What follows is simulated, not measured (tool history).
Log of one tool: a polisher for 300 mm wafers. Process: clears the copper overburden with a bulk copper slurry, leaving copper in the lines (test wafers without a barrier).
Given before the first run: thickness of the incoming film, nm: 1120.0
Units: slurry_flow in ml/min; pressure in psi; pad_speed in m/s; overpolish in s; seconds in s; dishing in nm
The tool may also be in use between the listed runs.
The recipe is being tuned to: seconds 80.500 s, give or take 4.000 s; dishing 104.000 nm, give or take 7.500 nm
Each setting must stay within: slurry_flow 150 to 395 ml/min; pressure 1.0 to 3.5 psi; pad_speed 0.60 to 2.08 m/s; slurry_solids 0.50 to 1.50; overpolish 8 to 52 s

run,hour,slurry_flow,pressure,pad_speed,slurry_solids,overpolish,seconds,dishing
1,0.0,250,2.2,1.34,1.00,26,114.980,90.863
2,7.4,250,2.2,1.34,1.00,34,117.750,94.219
3,13.7,250,2.7,1.34,1.00,34,101.620,96.644
4,18.8,250,2.9,1.36,1.00,35,93.889,100.430
5,20.0,250,2.9,1.36,0.90,35,97.526,97.363
6,26.2,215,2.9,1.36,0.90,35,99.474,99.893
7,30.3,220,3.1,1.38,0.90,35,90.883,102.880
8,38.9,225,3.2,1.38,0.90,34,92.824,100.880

Which one of the following 4 next-run settings gets every result inside its allowed miss? There is exactly one.
A,47.5,215,3.3,1.08,1.10,43,?,?
B,47.5,275,3.1,1.54,1.05,40,?,?
C,47.5,280,3.3,1.00,1.05,22,?,?
D,47.5,240,3.5,1.70,0.85,30,?,?

move,seconds,dishing
A,101.340,105.250
B,79.545,104.640
C,105.710,93.935
D,72.417,106.330
A: lands further from the targets than the last run did
B: in spec on every target
C: lands further from the targets than the last run did
D: the result that was furthest off in the last run now lies on the other side of its target
The right move is B.
